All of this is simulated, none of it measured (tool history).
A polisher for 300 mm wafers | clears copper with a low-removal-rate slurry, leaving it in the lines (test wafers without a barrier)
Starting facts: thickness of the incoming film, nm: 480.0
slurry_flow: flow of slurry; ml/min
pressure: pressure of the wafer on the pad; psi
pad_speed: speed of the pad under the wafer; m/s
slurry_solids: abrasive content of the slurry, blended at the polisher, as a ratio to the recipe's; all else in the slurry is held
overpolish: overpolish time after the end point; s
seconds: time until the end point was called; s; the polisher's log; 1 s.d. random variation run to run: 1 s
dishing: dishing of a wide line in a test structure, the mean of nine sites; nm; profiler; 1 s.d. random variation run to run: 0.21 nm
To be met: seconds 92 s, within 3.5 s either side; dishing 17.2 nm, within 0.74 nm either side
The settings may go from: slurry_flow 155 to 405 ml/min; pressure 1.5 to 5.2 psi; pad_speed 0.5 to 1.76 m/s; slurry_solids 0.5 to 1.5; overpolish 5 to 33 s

run  hour  slurry_flow  pressure  pad_speed  slurry_solids  overpolish  seconds  dishing
  1     0          260       3.3       1.12              1          17   127.91   29.526
  2   8.4          260       3.3       1.16              1          15   121.03   27.554
  3  16.9          260       2.7       1.16              1          15   151.26   23.917
  4  19.7          250       2.8        1.2           0.95          13    141.6   22.854
  5  20.7          250       3.4        1.2           0.95          13   116.27   26.161
  6  24.4          250       3.4        1.2           0.85          13   121.81   25.738
  7  25.9          235       3.3       1.24           0.95          12   116.32   24.697
  8  34.4          165       2.4       1.54            1.2           5   124.93   11.188
  9  40.9          190       2.5       1.54            1.2           5   119.83   11.827
 10  44.5          210       2.6       1.54            1.2           5      114   12.033
 11  50.8          215       2.7       1.54           1.15           5   109.32   12.425
 12  58.6          220       2.8       1.52            1.1           5   109.46   12.712

Exercise: of the 4 proposed moves below, exactly one satisfies all targets within the stated allowed misses. Which move is it?
  A  66.4          265       3.3       1.52            1.2           6        ?        ?
  B  66.4          250       3.2        1.7              1           5        ?        ?
  C  66.4          220       2.5        1.4           0.95           9        ?        ?
  D  66.4          240       2.6       1.42            1.1           8        ?        ?

move  seconds  dishing
   A   90.459   17.555
   B   87.088   15.558
   C   136.29   17.361
   D   124.83   16.961
A: hits every target within its allowed miss
B: nearer the targets than the last run, but a result is still out of spec
C: brings the last run's worst result on target, with another outside its allowed miss
D: brings the last run's worst result on target, with another outside its allowed miss
The right move is A.
